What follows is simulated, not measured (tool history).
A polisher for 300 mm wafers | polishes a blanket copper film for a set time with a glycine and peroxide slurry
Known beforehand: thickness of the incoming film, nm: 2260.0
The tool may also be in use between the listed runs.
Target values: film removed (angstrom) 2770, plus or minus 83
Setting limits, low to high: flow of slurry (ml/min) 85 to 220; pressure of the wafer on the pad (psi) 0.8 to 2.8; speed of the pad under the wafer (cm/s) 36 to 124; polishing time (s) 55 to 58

run	hour	flow of slurry (ml/min)	pressure of the wafer on the pad (psi)	speed of the pad under the wafer (cm/s)	polishing time (s)	film removed (angstrom)
1	0	140	1.8	80	55	1940.2
2	8	110	1.8	80	55	1848.8
3	9.2	125	2	80	55	2051.6
4	15.5	125	2	80	55	2051.1
5	19.4	135	2.1	80	55	2201.8
6	25.6	135	2.1	100	55	2595.5
7	33.1	140	2.1	100	55	2590.3
8	33.8	145	2.1	100	55	2620.9
9	36.5	150	2.1	100	55	2611.4
10	38.9	155	2.1	100	55	2645
11	47.1	160	2.1	100	55	2679.8
12	52.6	165	2.1	100	55	2651.7

5 candidate next runs follow, results not yet known. Just one meets every target within its allowed miss. Identify it.
A	58.1	155	1.9	98	57	?
B	58.1	155	2.3	84	56	?
C	58.1	190	1.7	110	56	?
D	58.1	155	1.9	106	55	?
E	58.1	135	2.6	88	55	?

move	film removed (angstrom)
A	2531.2
B	2557.7
C	2579.2
D	2593.6
E	2789.5
A: moves away from the targets compared with the last run
B: moves away from the targets compared with the last run
C: moves away from the targets compared with the last run
D: moves away from the targets compared with the last run
E: all results in spec
E is the move that brings every result within its allowed miss.
